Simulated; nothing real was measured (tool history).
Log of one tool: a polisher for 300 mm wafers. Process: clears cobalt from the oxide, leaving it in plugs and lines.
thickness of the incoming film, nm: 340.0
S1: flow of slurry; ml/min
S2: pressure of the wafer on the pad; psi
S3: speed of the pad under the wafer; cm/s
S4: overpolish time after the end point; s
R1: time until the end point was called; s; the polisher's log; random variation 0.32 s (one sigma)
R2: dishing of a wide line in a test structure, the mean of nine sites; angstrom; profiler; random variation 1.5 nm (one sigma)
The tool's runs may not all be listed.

{"run": 1, "hour": 0.0, "S1": 150, "S2": 2.2, "S3": 114, "S4": 8, "R1": 58.223, "R2": 341.21}
{"run": 2, "hour": 7.4, "S1": 150, "S2": 2.2, "S3": 86, "S4": 8, "R1": 77.019, "R2": 263.7}
{"run": 3, "hour": 12.8, "S1": 150, "S2": 1.7, "S3": 86, "S4": 8, "R1": 97.14, "R2": 235.86}
{"run": 4, "hour": 19.2, "S1": 150, "S2": 1.1, "S3": 86, "S4": 8, "R1": 147.77, "R2": 156.54}
{"run": 5, "hour": 25.1, "S1": 150, "S2": 1.6, "S3": 86, "S4": 8, "R1": 103.04, "R2": 218.01}
{"run": 6, "hour": 30.3, "S1": 125, "S2": 1.6, "S3": 86, "S4": 8, "R1": 104.36, "R2": 214.56}
{"run": 7, "hour": 36.8, "S1": 125, "S2": 2.1, "S3": 90, "S4": 8, "R1": 78.709, "R2": 267.65}

The next listed run, before its measurement:
{"run": 8, "hour": 44.8, "S1": 125, "S2": 2.5, "S3": 96, "S4": 8, "R1": "?", "R2": "?"}

Run 8 gave R1 62.281 s, R2 325.00 angstrom.
